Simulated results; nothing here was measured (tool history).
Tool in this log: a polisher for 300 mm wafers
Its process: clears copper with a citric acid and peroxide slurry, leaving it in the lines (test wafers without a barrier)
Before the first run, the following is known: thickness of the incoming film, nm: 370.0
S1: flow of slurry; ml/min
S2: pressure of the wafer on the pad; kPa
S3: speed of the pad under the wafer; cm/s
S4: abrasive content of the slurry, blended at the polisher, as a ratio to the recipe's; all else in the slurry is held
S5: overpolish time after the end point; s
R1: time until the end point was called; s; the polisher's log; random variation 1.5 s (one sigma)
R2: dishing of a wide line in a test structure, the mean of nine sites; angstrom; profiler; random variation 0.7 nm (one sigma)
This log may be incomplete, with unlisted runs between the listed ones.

run 1 day=0 | S1=155 S2=26.9 S3=104 S4=1 S5=15 | R1=125.75 R2=244.79
run 2 day=0.283 | S1=155 S2=28.3 S3=104 S4=1 S5=14 | R1=119.64 R2=240.75
run 3 day=0.458 | S1=155 S2=28.3 S3=104 S4=0.9 S5=14 | R1=122.03 R2=242.29
run 4 day=0.812 | S1=155 S2=28.3 S3=116 S4=0.9 S5=14 | R1=112.06 R2=245.44
-- day=1.146 worn pad replaced by a new one
run 5 day=1.146 | S1=155 S2=28.3 S3=92 S4=0.9 S5=14 | R1=124.42 R2=245.47
run 6 day=1.421 | S1=155 S2=29.6 S3=94 S4=0.9 S5=14 | R1=121.27 R2=256.96
run 7 day=1.525 | S1=155 S2=31 S3=98 S4=0.9 S5=13 | R1=108.18 R2=239.45
run 8 day=1.833 | S1=155 S2=31.7 S3=98 S4=0.9 S5=13 | R1=105.43 R2=261.6
run 9 day=1.912 | S1=155 S2=32.4 S3=100 S4=0.9 S5=13 | R1=99.289 R2=258.45

Run 10 comes next. What will it give?
run 10 day=2.05 | S1=155 S2=33.1 S3=100 S4=0.9 S5=13 | R1=? R2=?

R1: 101.52 s
R2: 280.31 angstrom
